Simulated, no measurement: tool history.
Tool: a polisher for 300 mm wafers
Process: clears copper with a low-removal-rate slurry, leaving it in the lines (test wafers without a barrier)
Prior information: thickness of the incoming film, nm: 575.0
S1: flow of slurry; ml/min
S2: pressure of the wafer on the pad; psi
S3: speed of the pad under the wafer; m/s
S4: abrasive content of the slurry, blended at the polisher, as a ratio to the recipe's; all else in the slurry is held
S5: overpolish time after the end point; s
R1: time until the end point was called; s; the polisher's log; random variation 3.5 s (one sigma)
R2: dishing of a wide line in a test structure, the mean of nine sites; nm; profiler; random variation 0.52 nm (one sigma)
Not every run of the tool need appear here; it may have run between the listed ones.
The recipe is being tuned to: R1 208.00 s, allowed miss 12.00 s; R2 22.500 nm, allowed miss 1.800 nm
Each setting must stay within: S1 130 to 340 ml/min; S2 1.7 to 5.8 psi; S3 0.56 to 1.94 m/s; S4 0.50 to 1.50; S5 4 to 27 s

run  hour   S1   S2    S3    S4  S5      R1      R2
  1   0.0  220  3.7  1.24  1.00  14  126.97  32.377
  2   0.6  170  3.7  1.24  1.00  14  132.36  31.577
  3   1.5  170  3.4  1.22  1.00  14  142.67  29.322
  4   2.9  170  3.4  1.22  1.00  16  141.06  33.309
  5   9.1  170  3.4  1.10  1.00  16  160.70  30.089
  6  15.1  170  3.2  1.10  1.00  16  169.94  28.912
  7  17.3  170  3.1  1.10  1.00  16  176.33  28.351
  8  25.4  170  3.0  1.10  1.00  16  185.24  27.010
     29.3  -- head pressure recalibrated
  9  29.3  170  2.9  1.10  1.00  16  200.18  25.979
 10  33.3  170  2.9  1.10  1.00  15  195.48  24.562

Pick the move, out of 5, that brings all results within their allowed miss; only one does.
  A  37.3  145  2.4  1.34  0.95  14   ?   ?
  B  37.3  160  3.1  0.92  1.10  18   ?   ?
  C  37.3  215  3.1  1.12  0.95  16   ?   ?
  D  37.3  205  2.4  1.30  1.05  17   ?   ?
  E  37.3  175  3.4  1.02  0.95  14   ?   ?

move      R1      R2
   A  202.86  21.370
   B  216.83  24.933
   C  176.42  26.615
   D  192.38  25.717
   E  182.27  23.609
A: meets every target
B: further off than the last run
C: further off than the last run
D: further off than the last run
E: meets the target for the result that was furthest off, but another lies outside its allowed miss
A is the move that brings every result within its allowed miss.
